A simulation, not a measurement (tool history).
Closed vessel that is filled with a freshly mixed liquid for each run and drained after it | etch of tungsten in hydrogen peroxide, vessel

run	hour	temperature setpoint of the liquid (K)	concentration of hydrogen peroxide in the mixed liquid (% by weight)	time in the liquid (s)	thickness taken off the tungsten on a monitor wafer (Å)
1	0	325.15	20	30	331.84
2	2.6	323.15	20	30	294
3	7.2	328.65	20	30	409.16
4	14.7	331.15	20	30	473.02
5	20.6	334.15	20	30	564.32
6	23	328.15	20	30	396.42
7	31.5	325.65	20	30	342.46
8	35.8	323.65	20	30	302.83

What will run 9 give?
9	43.3	322.15	20	30	?

{"run 9": {"thickness taken off the tungsten on a monitor wafer (Å)": 278.27}}
